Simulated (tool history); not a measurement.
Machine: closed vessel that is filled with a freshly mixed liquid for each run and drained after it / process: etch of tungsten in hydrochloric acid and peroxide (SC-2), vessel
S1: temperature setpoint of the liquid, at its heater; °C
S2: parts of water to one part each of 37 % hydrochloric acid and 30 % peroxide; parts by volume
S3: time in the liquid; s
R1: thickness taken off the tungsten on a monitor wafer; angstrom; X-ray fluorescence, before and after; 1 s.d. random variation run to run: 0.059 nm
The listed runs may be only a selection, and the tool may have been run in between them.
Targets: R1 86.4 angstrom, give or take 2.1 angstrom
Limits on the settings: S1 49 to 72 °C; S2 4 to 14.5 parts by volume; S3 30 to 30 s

run,day,S1,S2,S3,R1
1,0,65,8,30,235.46
2,0.108,65,10,30,199.38
3,0.129,65,10,30,200.95
4,0.271,62.5,10,30,172.46
5,0.512,62.5,11.5,30,151.83
6,0.871,61,11.5,30,138.32
7,1.225,59.5,11.5,30,126.65
8,1.6,58.5,11.5,30,120.19
9,1.779,57.5,11.5,30,111.31
10,2.15,57,11.5,30,107.61
11,2.4,56.5,11.5,30,104.32
12,2.554,56,11.5,30,99.827
13,2.642,53,11.5,30,83.508
14,2.825,53,11.5,30,83.944

Which of these 4 next moves meets every target?
A,3.008,52.5,11.5,30,?
B,3.008,52,11,30,?
C,3.008,54,12,30,?
D,3.008,49.5,9,30,?

move,R1
A,79.797
B,80.186
C,84.873
D,80.277
A: misses by more than the last run did
B: misses by more than the last run did
C: every result within its allowed miss
D: misses by more than the last run did
Go with C: it meets all targets.
